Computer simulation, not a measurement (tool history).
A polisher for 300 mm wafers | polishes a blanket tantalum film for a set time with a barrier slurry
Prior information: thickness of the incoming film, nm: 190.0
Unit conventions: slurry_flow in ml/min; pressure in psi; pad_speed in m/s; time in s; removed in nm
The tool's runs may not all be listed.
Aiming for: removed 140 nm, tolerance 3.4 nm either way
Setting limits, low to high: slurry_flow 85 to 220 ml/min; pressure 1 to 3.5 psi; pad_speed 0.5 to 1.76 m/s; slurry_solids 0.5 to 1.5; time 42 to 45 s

run    day  slurry_flow  pressure  pad_speed  slurry_solids  time  removed
  1      0          140       2.2       1.12              1    42   88.144
  2  0.342          155       2.5       1.12              1    42   101.85
  3  0.425          135       2.5       1.12              1    42   100.23
  4  0.517          145       2.7       1.12              1    42   108.61
  5  0.746          145       3.2       1.12              1    42    128.9
  6  1.021          175       3.2       1.12              1    42   132.08
  7  1.229          175       3.2       1.12              1    42   132.59
  8  1.433          180       3.2       1.12              1    42   133.17
  9  1.542          185       3.2       1.12              1    42   133.44

Which one of the following 4 next-run settings gets every result inside its allowed miss? There is exactly one.
  A  1.65          155       3.5       0.98           1.05    43        ?
  B  1.65          175       3.1       1.16           1.05    42        ?
  C  1.65          185       3.2        1.2           1.05    43        ?
  D  1.65          190       3.5        1.1            0.9    42        ?

move  removed
   A   130.77
   B   136.05
   C   149.68
   D    139.8
A: misses by more than the last run did
B: better than the last run, though not everything is in spec
C: carries the result that was furthest off beyond its target, to the other side
D: each result inside its tolerance
So the answer is move D, the one that meets all the targets.
